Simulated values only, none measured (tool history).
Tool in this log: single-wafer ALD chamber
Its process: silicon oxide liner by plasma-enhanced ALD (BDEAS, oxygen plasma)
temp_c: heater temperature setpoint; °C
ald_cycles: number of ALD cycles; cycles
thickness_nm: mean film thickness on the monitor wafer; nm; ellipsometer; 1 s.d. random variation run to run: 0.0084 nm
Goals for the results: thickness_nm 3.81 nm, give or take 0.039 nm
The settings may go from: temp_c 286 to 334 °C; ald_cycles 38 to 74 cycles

run,hour,temp_c,ald_cycles,thickness_nm
1,0,310,56,5.2497
2,1.4,316,56,5.2028
3,8.4,316,50,4.6494
4,14.4,325,50,4.5883
5,21.6,334,50,4.494
6,26.3,334,48,4.3332
7,32.1,334,47,4.2308
8,36.2,334,46,4.1507
9,40.8,334,45,4.0476
10,47.6,334,44,3.9699
11,49.7,334,43,3.8828

Pick the move, out of 4, that brings all results within their allowed miss; only one does.
A,51.8,332,44,?
B,51.8,331,42,?
C,51.8,333,43,?
D,51.8,329,44,?

move,thickness_nm
A,3.9739
B,3.7996
C,3.8771
D,3.9939
A: lands further from the targets than the last run did
B: every result within its allowed miss
C: nearer than the last run, and not there yet
D: lands further from the targets than the last run did
B meets every target.
